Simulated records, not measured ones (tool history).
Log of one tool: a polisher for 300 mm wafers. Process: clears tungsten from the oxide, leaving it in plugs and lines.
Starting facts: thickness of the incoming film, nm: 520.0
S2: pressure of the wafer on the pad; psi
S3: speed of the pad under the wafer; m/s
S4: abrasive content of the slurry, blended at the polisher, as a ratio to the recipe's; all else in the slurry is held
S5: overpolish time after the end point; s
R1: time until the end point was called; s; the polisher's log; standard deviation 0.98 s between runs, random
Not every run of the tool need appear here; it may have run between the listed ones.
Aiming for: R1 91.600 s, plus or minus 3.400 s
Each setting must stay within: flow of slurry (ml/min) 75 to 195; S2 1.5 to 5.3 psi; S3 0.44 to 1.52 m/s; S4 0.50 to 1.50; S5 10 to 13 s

Run 1, hour 0.0: flow of slurry (ml/min) 125, S2 3.4 psi, S3 0.98 m/s, S4 1.00, S5 13 s. Result: R1 156.620 s.
Run 2, hour 7.4: flow of slurry (ml/min) 130, S2 3.6 psi, S3 0.98 m/s, S4 1.00, S5 13 s. Result: R1 147.270 s.
Run 3, hour 14.6: flow of slurry (ml/min) 130, S2 3.6 psi, S3 0.98 m/s, S4 1.00, S5 10 s. Result: R1 151.770 s.
Run 4, hour 19.4: flow of slurry (ml/min) 130, S2 3.8 psi, S3 0.98 m/s, S4 1.00, S5 10 s. Result: R1 141.780 s.
Run 5, hour 26.4: flow of slurry (ml/min) 130, S2 3.8 psi, S3 0.98 m/s, S4 1.00, S5 10 s. Result: R1 140.670 s.
Run 6, hour 35.1: flow of slurry (ml/min) 130, S2 3.8 psi, S3 0.98 m/s, S4 1.10, S5 10 s. Result: R1 136.210 s.
Run 7, hour 35.8: flow of slurry (ml/min) 130, S2 4.0 psi, S3 0.98 m/s, S4 1.10, S5 10 s. Result: R1 129.310 s.
At hour 43.9: head pressure recalibrated.
Run 8, hour 43.9: flow of slurry (ml/min) 130, S2 4.1 psi, S3 0.98 m/s, S4 1.10, S5 10 s. Result: R1 119.850 s.
Run 9, hour 48.8: flow of slurry (ml/min) 130, S2 4.2 psi, S3 0.98 m/s, S4 1.10, S5 10 s. Result: R1 115.910 s.
Run 10, hour 57.6: flow of slurry (ml/min) 130, S2 4.3 psi, S3 0.98 m/s, S4 1.10, S5 10 s. Result: R1 114.130 s.
Run 11, hour 62.6: flow of slurry (ml/min) 130, S2 4.4 psi, S3 0.98 m/s, S4 1.10, S5 10 s. Result: R1 113.300 s.
Run 12, hour 71.1: flow of slurry (ml/min) 130, S2 4.5 psi, S3 0.98 m/s, S4 1.10, S5 10 s. Result: R1 110.690 s.
Run 13, hour 80.1: flow of slurry (ml/min) 130, S2 4.6 psi, S3 0.98 m/s, S4 1.10, S5 10 s. Result: R1 108.780 s.
Run 14, hour 88.9: flow of slurry (ml/min) 135, S2 4.7 psi, S3 0.98 m/s, S4 1.10, S5 10 s. Result: R1 106.200 s.

Consider the 4 candidate settings below. Which is the only one whose results all fall within their allowed miss of target?
Run A, hour 97.7: flow of slurry (ml/min) 85, S2 5.3 psi, S3 1.14 m/s, S4 1.40, S5 13 s. Result: R1 ?.
Run B, hour 97.7: flow of slurry (ml/min) 130, S2 5.0 psi, S3 1.06 m/s, S4 1.15, S5 10 s. Result: R1 ?.
Run C, hour 97.7: flow of slurry (ml/min) 130, S2 4.8 psi, S3 1.04 m/s, S4 1.00, S5 10 s. Result: R1 ?.
Run D, hour 97.7: flow of slurry (ml/min) 140, S2 4.3 psi, S3 1.12 m/s, S4 1.10, S5 10 s. Result: R1 ?.

move       R1
   A   87.200
   B   93.433
   C  103.370
   D  100.640
A: takes the result that was furthest off past its target
B: hits every target within its allowed miss
C: an improvement on the last run, though not all results are within tolerance
D: an improvement on the last run, though not all results are within tolerance
B is the move that brings every result within its allowed miss.

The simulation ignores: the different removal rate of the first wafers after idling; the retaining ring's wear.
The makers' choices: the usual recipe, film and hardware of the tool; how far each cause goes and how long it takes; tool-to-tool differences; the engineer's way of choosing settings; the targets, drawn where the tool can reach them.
